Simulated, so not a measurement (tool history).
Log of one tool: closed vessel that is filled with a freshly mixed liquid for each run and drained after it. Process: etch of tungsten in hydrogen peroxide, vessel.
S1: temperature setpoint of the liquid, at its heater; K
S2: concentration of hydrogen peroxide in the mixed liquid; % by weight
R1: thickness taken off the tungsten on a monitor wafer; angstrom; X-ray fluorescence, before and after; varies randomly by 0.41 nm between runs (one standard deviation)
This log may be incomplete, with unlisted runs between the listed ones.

run 1 hour=0 | S1=319.15 S2=24.5 time_in_the_liquid_(s)=35 | R1=732.64
run 2 hour=4.3 | S1=319.65 S2=24.5 time_in_the_liquid_(s)=35 | R1=748.86
run 3 hour=5.5 | S1=320.15 S2=24.5 time_in_the_liquid_(s)=35 | R1=774.07
run 4 hour=7.4 | S1=320.65 S2=24.5 time_in_the_liquid_(s)=35 | R1=801.57
run 5 hour=11 | S1=321.15 S2=24.5 time_in_the_liquid_(s)=35 | R1=828.81
run 6 hour=14.9 | S1=321.15 S2=22.5 time_in_the_liquid_(s)=35 | R1=786.72

Expected results for the next run?
run 7 hour=22.7 | S1=321.15 S2=22.5 time_in_the_liquid_(s)=35 | R1=?

Run 7 gave R1 785.58 angstrom.
